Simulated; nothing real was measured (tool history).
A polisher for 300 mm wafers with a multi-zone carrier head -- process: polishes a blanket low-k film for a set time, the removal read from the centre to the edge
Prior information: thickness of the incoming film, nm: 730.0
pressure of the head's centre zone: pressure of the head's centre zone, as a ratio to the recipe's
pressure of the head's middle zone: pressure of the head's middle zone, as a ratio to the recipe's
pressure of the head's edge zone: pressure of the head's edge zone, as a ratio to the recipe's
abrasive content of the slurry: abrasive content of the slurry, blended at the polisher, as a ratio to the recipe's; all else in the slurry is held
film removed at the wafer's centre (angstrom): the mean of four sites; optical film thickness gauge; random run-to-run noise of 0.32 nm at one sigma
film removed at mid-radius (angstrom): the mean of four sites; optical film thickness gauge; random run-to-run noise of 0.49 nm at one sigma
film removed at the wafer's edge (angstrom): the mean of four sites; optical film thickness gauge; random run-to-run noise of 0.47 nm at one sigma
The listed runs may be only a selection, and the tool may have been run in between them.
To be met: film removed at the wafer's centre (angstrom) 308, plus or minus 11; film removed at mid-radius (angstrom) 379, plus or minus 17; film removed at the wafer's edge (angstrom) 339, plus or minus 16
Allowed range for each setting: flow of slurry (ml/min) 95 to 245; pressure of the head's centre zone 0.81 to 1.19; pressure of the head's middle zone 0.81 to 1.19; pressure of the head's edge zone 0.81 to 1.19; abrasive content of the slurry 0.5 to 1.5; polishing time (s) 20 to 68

| run | hour | flow of slurry (ml/min) | pressure of the head's centre zone | pressure of the head's middle zone | pressure of the head's edge zone | abrasive content of the slurry | polishing time (s) | film removed at the wafer's centre (angstrom) | film removed at mid-radius (angstrom) | film removed at the wafer's edge (angstrom) |
|---|---|---|---|---|---|---|---|---|---|---|
| 1 | 0 | 155 | 1 | 1 | 1 | 1 | 44 | 251.22 | 262.82 | 267.24 |
| 2 | 4.6 | 165 | 1 | 1.04 | 1.02 | 1.05 | 44 | 258.43 | 280.08 | 265.76 |
| 3 | 9.3 | 160 | 0.98 | 1.05 | 1.02 | 1.15 | 45 | 276.8 | 307.22 | 280.86 |
| 4 | 16 | 160 | 0.95 | 1.05 | 1.04 | 1.2 | 46 | 278.98 | 319.26 | 302.43 |
| 5 | 18.5 | 165 | 0.94 | 1.06 | 1.06 | 1.25 | 46 | 284.6 | 330.93 | 308.51 |
| 6 | 25.9 | 170 | 0.93 | 1.07 | 1.07 | 1.3 | 46 | 285.76 | 336.49 | 318.26 |
| 7 | 30.9 | 170 | 0.93 | 1.08 | 1.08 | 1.35 | 46 | 298.34 | 341.37 | 323.55 |
| 8 | 35 | 170 | 0.93 | 1.08 | 1.08 | 1.35 | 46 | 295.59 | 336.81 | 327.28 |
| 9 | 40.8 | 175 | 0.92 | 1.1 | 1.08 | 1.35 | 46 | 294.71 | 346.77 | 327.93 |
| 10 | 41.9 | 180 | 0.92 | 1.12 | 1.08 | 1.35 | 46 | 289.99 | 352.24 | 327.37 |
| 11 | 44.3 | 180 | 0.92 | 1.13 | 1.08 | 1.35 | 46 | 296.63 | 357.3 | 321.63 |

Exactly one of the 4 candidate moves below puts every result within its allowed miss. Which one?
| A | 46.7 | 190 | 1 | 0.99 | 1.18 | 1.5 | 47 | ? | ? | ? |
| B | 46.7 | 205 | 0.82 | 1.04 | 1.18 | 1.4 | 50 | ? | ? | ? |
| C | 46.7 | 155 | 0.99 | 0.97 | 1.18 | 1.5 | 48 | ? | ? | ? |
| D | 46.7 | 180 | 0.91 | 1.13 | 1.06 | 1.35 | 48 | ? | ? | ? |

| move | film removed at the wafer's centre (angstrom) | film removed at mid-radius (angstrom) | film removed at the wafer's edge (angstrom) |
|---|---|---|---|
| A | 335.33 | 344.57 | 367.74 |
| B | 311.2 | 375.99 | 383.38 |
| C | 329.01 | 335.77 | 367.62 |
| D | 307.4 | 375.09 | 338.52 |
A: moves away from the targets compared with the last run
B: the worst result of the last run now meets its target, but another is out of spec
C: moves away from the targets compared with the last run
D: all results in spec
Answer: D
